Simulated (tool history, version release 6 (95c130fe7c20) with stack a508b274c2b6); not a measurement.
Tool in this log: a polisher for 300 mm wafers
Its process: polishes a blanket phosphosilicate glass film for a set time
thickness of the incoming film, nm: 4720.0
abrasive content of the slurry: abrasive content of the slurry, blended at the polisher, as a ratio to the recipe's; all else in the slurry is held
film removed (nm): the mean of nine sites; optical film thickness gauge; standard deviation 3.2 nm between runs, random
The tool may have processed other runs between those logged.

run,hour,flow of slurry (ml/min),pressure of the wafer on the pad (kPa),speed of the pad under the wafer (m/s),abrasive content of the slurry,polishing time (s),film removed (nm)
1,0,160,24.8,1,1,56,560.73
2,5.9,195,24.8,1,1,56,571.67
3,11.1,195,24.8,1,1,56,568.81
4,18.8,170,24.8,1,1,56,573
5,25.3,170,24.1,1,1,56,556.64
6,33,170,23.4,1,1,56,537.39
7,38.1,170,22.8,1,1,56,514.44
# hour 39.4: slurry blender recalibrated
8,39.4,170,22.1,1,1,56,590.92
9,40.3,170,24.1,1,1,56,643.03

Run 10 is up next; what results do you expect?
10,43.8,185,24.1,1,1,56,?

film removed (nm): 655.27

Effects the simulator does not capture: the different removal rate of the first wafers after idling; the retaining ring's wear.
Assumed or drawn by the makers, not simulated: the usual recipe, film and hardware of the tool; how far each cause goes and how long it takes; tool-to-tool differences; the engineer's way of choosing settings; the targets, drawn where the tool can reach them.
